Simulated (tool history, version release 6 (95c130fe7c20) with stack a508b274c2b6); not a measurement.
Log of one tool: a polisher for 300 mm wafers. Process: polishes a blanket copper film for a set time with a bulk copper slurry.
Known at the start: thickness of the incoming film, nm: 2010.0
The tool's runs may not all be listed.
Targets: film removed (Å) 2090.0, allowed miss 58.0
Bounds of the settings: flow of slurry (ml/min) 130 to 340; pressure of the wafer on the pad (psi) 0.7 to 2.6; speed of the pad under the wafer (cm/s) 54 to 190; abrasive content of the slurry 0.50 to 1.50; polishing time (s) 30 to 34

| run | hour | flow of slurry (ml/min) | pressure of the wafer on the pad (psi) | speed of the pad under the wafer (cm/s) | abrasive content of the slurry | polishing time (s) | film removed (Å) |
|---|---|---|---|---|---|---|---|
| 1 | 0.0 | 220 | 1.6 | 122 | 1.00 | 34 | 2436.3 |
| 2 | 1.5 | 210 | 1.5 | 122 | 1.00 | 34 | 2306.6 |
| 3 | 3.7 | 230 | 1.5 | 122 | 1.00 | 34 | 2318.0 |
| 4 | 11.5 | 225 | 1.4 | 122 | 1.00 | 34 | 2143.4 |
| 5 | 20.2 | 225 | 1.1 | 122 | 1.00 | 34 | 1738.9 |
| 6 | 21.2 | 225 | 1.2 | 122 | 1.00 | 34 | 1836.0 |
| 7 | 28.2 | 225 | 1.3 | 122 | 1.00 | 34 | 2011.9 |
| 8 | 36.0 | 230 | 1.3 | 122 | 1.00 | 34 | 1989.9 |
| 9 | 38.8 | 230 | 1.4 | 122 | 1.00 | 34 | 2152.9 |
| 10 | 44.0 | 225 | 1.4 | 122 | 1.00 | 34 | 2169.7 |

4 next moves are on the table. One of them brings every result within its allowed miss. Which?
| A | 49.2 | 290 | 1.2 | 162 | 1.00 | 31 | ? |
| B | 49.2 | 230 | 1.4 | 120 | 1.10 | 33 | ? |
| C | 49.2 | 150 | 1.5 | 134 | 1.05 | 34 | ? |
| D | 49.2 | 235 | 1.6 | 122 | 0.75 | 34 | ? |

| move | film removed (Å) |
|---|---|
| A | 2295.6 |
| B | 2138.1 |
| C | 2405.0 |
| D | 2296.8 |
A: further off than the last run
B: meets every target
C: further off than the last run
D: further off than the last run
The right move is B.
